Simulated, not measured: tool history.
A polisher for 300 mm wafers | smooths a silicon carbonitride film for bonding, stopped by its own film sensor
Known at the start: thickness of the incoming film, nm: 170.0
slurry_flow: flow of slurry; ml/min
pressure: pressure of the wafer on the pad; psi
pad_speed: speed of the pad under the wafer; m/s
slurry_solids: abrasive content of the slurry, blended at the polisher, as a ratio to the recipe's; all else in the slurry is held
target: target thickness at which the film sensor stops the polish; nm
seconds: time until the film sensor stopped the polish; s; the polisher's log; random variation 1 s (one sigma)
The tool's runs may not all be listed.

Run 1, hour 0.0: slurry_flow 215 ml/min, pressure 1.5 psi, pad_speed 0.96 m/s, slurry_solids 1.00, target 160 nm. Result: seconds 56.901 s.
Run 2, hour 7.4: slurry_flow 215 ml/min, pressure 1.9 psi, pad_speed 0.96 m/s, slurry_solids 1.00, target 160 nm. Result: seconds 45.361 s.
Run 3, hour 9.5: slurry_flow 215 ml/min, pressure 1.9 psi, pad_speed 0.74 m/s, slurry_solids 1.00, target 160 nm. Result: seconds 53.883 s.
Run 4, hour 10.1: slurry_flow 215 ml/min, pressure 2.1 psi, pad_speed 0.74 m/s, slurry_solids 1.00, target 160 nm. Result: seconds 51.687 s.
Run 5, hour 10.7: slurry_flow 215 ml/min, pressure 2.1 psi, pad_speed 0.74 m/s, slurry_solids 1.00, target 160 nm. Result: seconds 49.159 s.
Run 6, hour 15.4: slurry_flow 215 ml/min, pressure 2.0 psi, pad_speed 0.72 m/s, slurry_solids 1.00, target 160 nm. Result: seconds 54.093 s.
Run 7, hour 24.4: slurry_flow 215 ml/min, pressure 1.9 psi, pad_speed 0.72 m/s, slurry_solids 1.00, target 160 nm. Result: seconds 56.147 s.
At hour 29.9: worn pad replaced by a new one.
Run 8, hour 29.9: slurry_flow 215 ml/min, pressure 1.8 psi, pad_speed 0.72 m/s, slurry_solids 1.00, target 160 nm. Result: seconds 53.254 s.
Run 9, hour 32.5: slurry_flow 210 ml/min, pressure 1.7 psi, pad_speed 0.66 m/s, slurry_solids 0.95, target 160 nm. Result: seconds 62.414 s.
Run 10, hour 34.2: slurry_flow 210 ml/min, pressure 1.7 psi, pad_speed 0.66 m/s, slurry_solids 0.95, target 160 nm. Result: seconds 62.169 s.

The next listed run, before its measurement:
Run 11, hour 41.6: slurry_flow 210 ml/min, pressure 1.6 psi, pad_speed 0.64 m/s, slurry_solids 0.95, target 160 nm. Result: seconds ?.

seconds: 68.826 s
